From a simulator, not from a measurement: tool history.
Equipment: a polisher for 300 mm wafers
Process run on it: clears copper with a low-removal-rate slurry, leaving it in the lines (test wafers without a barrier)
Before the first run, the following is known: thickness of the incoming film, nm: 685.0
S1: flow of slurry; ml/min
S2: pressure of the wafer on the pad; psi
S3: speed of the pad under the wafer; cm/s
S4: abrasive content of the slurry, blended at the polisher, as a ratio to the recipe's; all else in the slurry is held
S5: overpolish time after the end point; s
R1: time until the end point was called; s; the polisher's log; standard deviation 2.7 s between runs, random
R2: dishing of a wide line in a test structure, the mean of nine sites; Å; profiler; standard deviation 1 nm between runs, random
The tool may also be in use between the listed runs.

run  hour   S1   S2   S3    S4  S5      R1      R2
  1   0.0  125  3.6  142  1.00  23  106.28  600.81
  2   8.1  125  3.6  142  0.85  23  110.62  574.10
  3  15.0  125  3.6  142  0.85  14  111.76  431.90
  4  17.8  125  3.1  138  0.90  19  124.06  484.38
  5  22.8  125  2.7  130  0.95  22  139.93  490.42
  6  25.7  125  2.2  130  0.95  22  156.34  444.82
  7  27.1  125  2.0  124  1.00  26  169.40  479.36
  8  31.1  125  1.9  120  1.00  29  180.52  485.18
  9  36.6  125  1.8  120  1.00  32  187.00  505.67
 10  41.2  125  1.8  120  1.00  34  184.89  508.09
 11  43.6  125  1.7  118  1.00  36  196.28  512.69

What does the tool deliver on the next run?
 12  50.6  125  1.7  118  1.00  36   ?   ?

R1: 188.26 s
R2: 509.11 Å
